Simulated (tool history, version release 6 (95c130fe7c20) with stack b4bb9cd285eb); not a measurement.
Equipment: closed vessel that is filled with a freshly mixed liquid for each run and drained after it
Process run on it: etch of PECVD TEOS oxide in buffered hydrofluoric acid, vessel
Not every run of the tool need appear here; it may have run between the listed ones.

| run | day | temperature setpoint of the liquid (C) | parts of 40 % ammonium fluoride to one part of 49 % hydrofluoric acid (parts by volume) | time in the liquid (s) | thickness taken off the PECVD TEOS oxide on a monitor wafer (nm) |
|---|---|---|---|---|---|
| 1 | 0.000 | 20.0 | 22.0 | 90 | 62.799 |
| 2 | 0.050 | 21.0 | 22.0 | 90 | 66.664 |
| 3 | 0.079 | 19.0 | 22.0 | 90 | 59.522 |
| 4 | 0.275 | 20.0 | 22.0 | 90 | 63.018 |
| 5 | 0.542 | 18.5 | 22.0 | 90 | 58.485 |
| 6 | 0.788 | 20.0 | 22.0 | 90 | 62.938 |
| 7 | 0.846 | 21.0 | 22.0 | 90 | 66.608 |

For run 8, what comes out?
| 8 | 1.179 | 25.0 | 21.5 | 90 | ? |

{"run 8": {"thickness taken off the PECVD TEOS oxide on a monitor wafer (nm)": 84.844}}
